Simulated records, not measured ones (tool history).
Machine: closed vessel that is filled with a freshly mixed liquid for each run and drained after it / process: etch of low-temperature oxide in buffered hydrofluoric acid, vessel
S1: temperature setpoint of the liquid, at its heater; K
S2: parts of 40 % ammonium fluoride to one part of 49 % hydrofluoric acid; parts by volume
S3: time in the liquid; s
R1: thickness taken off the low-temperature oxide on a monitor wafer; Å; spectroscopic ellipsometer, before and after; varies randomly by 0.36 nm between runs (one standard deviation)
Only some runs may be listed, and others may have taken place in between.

run	hour	S1	S2	S3	R1
1	0.0	298.15	12.0	30	633.49
2	8.5	298.15	14.0	30	547.75
3	12.3	299.65	13.5	30	615.55
4	19.3	300.65	13.5	30	646.26
5	26.9	300.65	11.0	30	787.79
6	33.3	300.65	7.5	30	1129.70

Run 7, settings as shown, results not yet in. Your forecast:
7	37.6	299.65	7.5	30	?

Run 7 yielded R1 1069.00 Å.

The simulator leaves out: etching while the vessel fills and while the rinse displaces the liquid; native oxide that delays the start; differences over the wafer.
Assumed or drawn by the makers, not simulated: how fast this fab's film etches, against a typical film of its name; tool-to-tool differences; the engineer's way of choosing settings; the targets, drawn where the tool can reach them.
